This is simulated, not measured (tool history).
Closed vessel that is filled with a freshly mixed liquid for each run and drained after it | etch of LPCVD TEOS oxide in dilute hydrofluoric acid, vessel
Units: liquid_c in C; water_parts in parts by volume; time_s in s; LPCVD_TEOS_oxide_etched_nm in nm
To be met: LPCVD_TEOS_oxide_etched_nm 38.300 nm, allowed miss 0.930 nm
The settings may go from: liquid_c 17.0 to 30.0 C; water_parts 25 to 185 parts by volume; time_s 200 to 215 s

run 1 hour=0.0 | liquid_c=22.0 water_parts=105 time_s=200 | LPCVD_TEOS_oxide_etched_nm=50.779
run 2 hour=1.1 | liquid_c=22.0 water_parts=70 time_s=200 | LPCVD_TEOS_oxide_etched_nm=79.212
run 3 hour=3.5 | liquid_c=24.5 water_parts=70 time_s=200 | LPCVD_TEOS_oxide_etched_nm=87.079
run 4 hour=4.9 | liquid_c=22.0 water_parts=70 time_s=200 | LPCVD_TEOS_oxide_etched_nm=79.168
run 5 hour=7.8 | liquid_c=22.0 water_parts=35 time_s=200 | LPCVD_TEOS_oxide_etched_nm=164.920
run 6 hour=12.2 | liquid_c=19.5 water_parts=35 time_s=200 | LPCVD_TEOS_oxide_etched_nm=148.800
run 7 hour=15.9 | liquid_c=19.0 water_parts=45 time_s=200 | LPCVD_TEOS_oxide_etched_nm=111.540
run 8 hour=20.0 | liquid_c=19.0 water_parts=50 time_s=200 | LPCVD_TEOS_oxide_etched_nm=100.120
run 9 hour=25.7 | liquid_c=19.0 water_parts=55 time_s=200 | LPCVD_TEOS_oxide_etched_nm=90.420
run 10 hour=27.0 | liquid_c=19.0 water_parts=60 time_s=200 | LPCVD_TEOS_oxide_etched_nm=82.576
run 11 hour=31.2 | liquid_c=19.0 water_parts=65 time_s=200 | LPCVD_TEOS_oxide_etched_nm=75.016
run 12 hour=34.6 | liquid_c=19.0 water_parts=70 time_s=200 | LPCVD_TEOS_oxide_etched_nm=69.812
run 13 hour=41.8 | liquid_c=19.0 water_parts=75 time_s=200 | LPCVD_TEOS_oxide_etched_nm=64.828
run 14 hour=44.2 | liquid_c=19.0 water_parts=80 time_s=200 | LPCVD_TEOS_oxide_etched_nm=60.475
run 15 hour=45.2 | liquid_c=19.0 water_parts=85 time_s=200 | LPCVD_TEOS_oxide_etched_nm=56.189
run 16 hour=48.5 | liquid_c=18.0 water_parts=95 time_s=200 | LPCVD_TEOS_oxide_etched_nm=47.882
run 17 hour=54.6 | liquid_c=17.0 water_parts=115 time_s=200 | LPCVD_TEOS_oxide_etched_nm=37.196

Which of these 4 next moves meets every target?
run A hour=60.7 | liquid_c=18.0 water_parts=130 time_s=215 | LPCVD_TEOS_oxide_etched_nm=?
run B hour=60.7 | liquid_c=17.0 water_parts=120 time_s=215 | LPCVD_TEOS_oxide_etched_nm=?
run C hour=60.7 | liquid_c=17.0 water_parts=105 time_s=200 | LPCVD_TEOS_oxide_etched_nm=?
run D hour=60.7 | liquid_c=17.0 water_parts=125 time_s=215 | LPCVD_TEOS_oxide_etched_nm=?

move=A LPCVD_TEOS_oxide_etched_nm=36.457
move=B LPCVD_TEOS_oxide_etched_nm=38.280
move=C LPCVD_TEOS_oxide_etched_nm=41.325
move=D LPCVD_TEOS_oxide_etched_nm=36.565
A: further off than the last run
B: meets every target
C: takes the result that was furthest off past its target
D: further off than the last run
Answer: B

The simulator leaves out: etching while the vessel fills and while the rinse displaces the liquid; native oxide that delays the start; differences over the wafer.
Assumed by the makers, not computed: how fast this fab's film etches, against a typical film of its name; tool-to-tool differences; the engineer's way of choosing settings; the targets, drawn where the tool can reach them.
